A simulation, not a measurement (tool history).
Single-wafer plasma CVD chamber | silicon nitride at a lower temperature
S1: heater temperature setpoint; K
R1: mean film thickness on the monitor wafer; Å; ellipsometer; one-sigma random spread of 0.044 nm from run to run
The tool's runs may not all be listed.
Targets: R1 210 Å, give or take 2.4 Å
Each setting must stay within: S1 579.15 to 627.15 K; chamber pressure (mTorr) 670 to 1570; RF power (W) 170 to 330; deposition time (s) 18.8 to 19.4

run 1 hour=0 | S1=603.15 chamber_pressure_(mTorr)=1120 RF_power_(W)=250 deposition_time_(s)=18.8 | R1=177.81
run 2 hour=1.4 | S1=603.15 chamber_pressure_(mTorr)=1250 RF_power_(W)=255 deposition_time_(s)=18.8 | R1=185.48
run 3 hour=4.1 | S1=603.15 chamber_pressure_(mTorr)=1340 RF_power_(W)=260 deposition_time_(s)=18.8 | R1=192.07
run 4 hour=10.2 | S1=603.15 chamber_pressure_(mTorr)=1400 RF_power_(W)=265 deposition_time_(s)=18.8 | R1=196.93
run 5 hour=15 | S1=603.15 chamber_pressure_(mTorr)=1490 RF_power_(W)=265 deposition_time_(s)=18.8 | R1=199.78
run 6 hour=21 | S1=603.15 chamber_pressure_(mTorr)=1320 RF_power_(W)=265 deposition_time_(s)=18.8 | R1=193.1
run 7 hour=25.4 | S1=603.15 chamber_pressure_(mTorr)=1390 RF_power_(W)=270 deposition_time_(s)=18.8 | R1=198.25
run 8 hour=27 | S1=603.15 chamber_pressure_(mTorr)=1440 RF_power_(W)=275 deposition_time_(s)=18.8 | R1=202.4
run 9 hour=32 | S1=603.15 chamber_pressure_(mTorr)=1480 RF_power_(W)=275 deposition_time_(s)=18.8 | R1=203.07
run 10 hour=37.8 | S1=603.15 chamber_pressure_(mTorr)=1500 RF_power_(W)=280 deposition_time_(s)=18.8 | R1=206.9

Next run, 4 choices. One meets every target within its allowed miss, the rest don't. Which?
run A hour=43.6 | S1=600.15 chamber_pressure_(mTorr)=1490 RF_power_(W)=275 deposition_time_(s)=19.3 | R1=?
run B hour=43.6 | S1=594.15 chamber_pressure_(mTorr)=1570 RF_power_(W)=265 deposition_time_(s)=18.9 | R1=?
run C hour=43.6 | S1=600.15 chamber_pressure_(mTorr)=1360 RF_power_(W)=280 deposition_time_(s)=18.9 | R1=?
run D hour=43.6 | S1=603.15 chamber_pressure_(mTorr)=1480 RF_power_(W)=270 deposition_time_(s)=19.1 | R1=?

move=A R1=209.77
move=B R1=203.79
move=C R1=202.83
move=D R1=204.53
A: hits every target within its allowed miss
B: misses by more than the last run did
C: misses by more than the last run did
D: misses by more than the last run did
The move that meets every target is A.
